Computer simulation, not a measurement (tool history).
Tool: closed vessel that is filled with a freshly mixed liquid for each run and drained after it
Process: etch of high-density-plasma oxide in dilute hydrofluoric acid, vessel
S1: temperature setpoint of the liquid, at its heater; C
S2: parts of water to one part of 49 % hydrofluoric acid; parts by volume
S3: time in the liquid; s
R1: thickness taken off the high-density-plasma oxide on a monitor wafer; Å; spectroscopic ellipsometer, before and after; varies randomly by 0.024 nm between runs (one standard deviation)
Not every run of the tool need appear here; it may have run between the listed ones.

| run | hour | S1 | S2 | S3 | R1 |
|---|---|---|---|---|---|
| 1 | 0.0 | 25.0 | 270 | 365 | 57.907 |
| 2 | 1.2 | 23.5 | 275 | 365 | 54.067 |
| 3 | 1.8 | 20.5 | 275 | 365 | 48.381 |
| 4 | 10.3 | 19.5 | 280 | 365 | 45.824 |
| 5 | 13.9 | 19.5 | 340 | 365 | 35.212 |
| 6 | 16.8 | 20.0 | 340 | 365 | 36.017 |

Run 7 comes next. What will it give?
| 7 | 25.1 | 20.5 | 340 | 365 | ? |

{"run 7": {"R1": 36.854}}
